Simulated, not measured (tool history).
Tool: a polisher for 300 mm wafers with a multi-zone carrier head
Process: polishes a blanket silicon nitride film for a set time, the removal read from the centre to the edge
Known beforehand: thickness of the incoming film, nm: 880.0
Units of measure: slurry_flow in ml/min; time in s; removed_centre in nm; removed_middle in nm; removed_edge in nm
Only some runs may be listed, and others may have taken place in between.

run  hour  slurry_flow  centre_zone  middle_zone  edge_zone  time  removed_centre  removed_middle  removed_edge
  1   0.0          245         1.00         1.00       1.00    79          233.98          230.57        236.76
  2   7.5          245         1.00         1.00       1.00    93          273.05          265.09        280.96
  3   8.6          290         1.00         1.00       1.00    93          270.05          271.45        285.53
  4  16.4          265         1.00         1.00       1.00    93          272.43          269.27        281.66
  5  18.9          265         1.00         1.00       1.00   101          300.53          292.96        303.30
  6  24.6          240         1.01         0.95       0.95    83          246.28          229.17        243.14
  7  28.7          230         1.01         0.91       0.92    72          209.43          192.34        207.41
  8  32.3          225         1.01         0.88       0.89    66          191.01          170.98        187.61
  9  39.6          225         1.01         0.88       0.89    66          194.02          170.66        187.12

Run 10 comes next. What will it give?
 10  41.5          225         1.00         0.86       0.87    63               ?               ?             ?

{"run 10": {"removed_centre": 182.53, "removed_middle": 159.06, "removed_edge": 176.35}}
